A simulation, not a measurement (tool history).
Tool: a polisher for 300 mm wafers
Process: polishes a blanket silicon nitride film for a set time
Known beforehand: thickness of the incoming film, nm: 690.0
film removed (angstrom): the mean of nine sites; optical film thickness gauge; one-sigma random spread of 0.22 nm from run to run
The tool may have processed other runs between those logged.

run,hour,flow of slurry (ml/min),pressure of the wafer on the pad (psi),speed of the pad under the wafer (cm/s),polishing time (s),film removed (angstrom)
1,0.0,300,3.4,116,25,496.53
2,4.7,300,3.9,116,25,556.08
3,8.9,300,3.9,132,25,633.24
4,17.2,300,3.9,150,25,690.93
5,18.8,300,3.6,142,25,614.42
6,19.9,300,3.3,134,25,544.94
7,28.6,300,3.1,128,25,488.41
8,37.6,300,2.9,124,25,447.49
9,38.8,300,2.7,120,25,403.03
10,43.0,300,2.5,118,25,372.57
11,48.4,300,2.4,116,25,350.63
12,51.3,295,1.5,104,25,210.98

Run 13 comes next. What will it give?
13,57.3,305,1.5,104,25,?

{"run 13": {"film removed (angstrom)": 205.26}}
